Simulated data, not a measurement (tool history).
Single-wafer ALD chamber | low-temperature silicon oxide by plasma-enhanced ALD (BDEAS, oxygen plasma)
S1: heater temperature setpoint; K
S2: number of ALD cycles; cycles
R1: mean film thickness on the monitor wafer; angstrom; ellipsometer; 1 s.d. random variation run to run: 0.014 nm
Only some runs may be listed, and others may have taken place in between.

run 1 hour=0 | S1=363.15 S2=25 | R1=36.694
run 2 hour=5.1 | S1=363.15 S2=23 | R1=33.926
run 3 hour=8.2 | S1=363.15 S2=26 | R1=37.901
run 4 hour=10.2 | S1=363.15 S2=24 | R1=35.442
run 5 hour=11.7 | S1=361.15 S2=25 | R1=36.83
run 6 hour=20.3 | S1=360.15 S2=25 | R1=37.043
run 7 hour=20.8 | S1=358.15 S2=25 | R1=37.404
run 8 hour=28.3 | S1=356.15 S2=25 | R1=37.666
-- hour=34.1 thermocouple changed; heater temperature recalibrated
run 9 hour=34.1 | S1=354.15 S2=25 | R1=37.392

The next listed run, before its measurement:
run 10 hour=38.8 | S1=353.15 S2=27 | R1=?

{"run 10": {"R1": 40.279}}

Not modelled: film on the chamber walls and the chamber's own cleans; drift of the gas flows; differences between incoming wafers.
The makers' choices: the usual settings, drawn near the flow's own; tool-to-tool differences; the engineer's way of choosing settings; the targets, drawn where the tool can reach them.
